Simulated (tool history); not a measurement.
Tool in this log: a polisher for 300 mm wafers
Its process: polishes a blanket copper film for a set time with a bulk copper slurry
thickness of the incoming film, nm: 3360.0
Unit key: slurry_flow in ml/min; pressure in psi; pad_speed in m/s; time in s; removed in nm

run 1 day=0 | slurry_flow=195 pressure=2.1 pad_speed=1.3 slurry_solids=1 time=73 | removed=735.32
run 2 day=0.142 | slurry_flow=195 pressure=2.1 pad_speed=1.3 slurry_solids=1 time=73 | removed=736.17
run 3 day=0.288 | slurry_flow=195 pressure=2 pad_speed=1.3 slurry_solids=1 time=73 | removed=688.28
run 4 day=0.392 | slurry_flow=195 pressure=1.9 pad_speed=1.3 slurry_solids=1 time=73 | removed=655.46
run 5 day=0.771 | slurry_flow=195 pressure=2.1 pad_speed=1.3 slurry_solids=1 time=73 | removed=734.05
run 6 day=1.104 | slurry_flow=195 pressure=2 pad_speed=1.3 slurry_solids=1 time=73 | removed=701.97
run 7 day=1.458 | slurry_flow=195 pressure=1.9 pad_speed=1.3 slurry_solids=1 time=73 | removed=671.87

Run 8 comes next. What will it give?
run 8 day=1.754 | slurry_flow=195 pressure=1.8 pad_speed=1.3 slurry_solids=1 time=73 | removed=?

Run 8 came out at removed 644.73 nm.
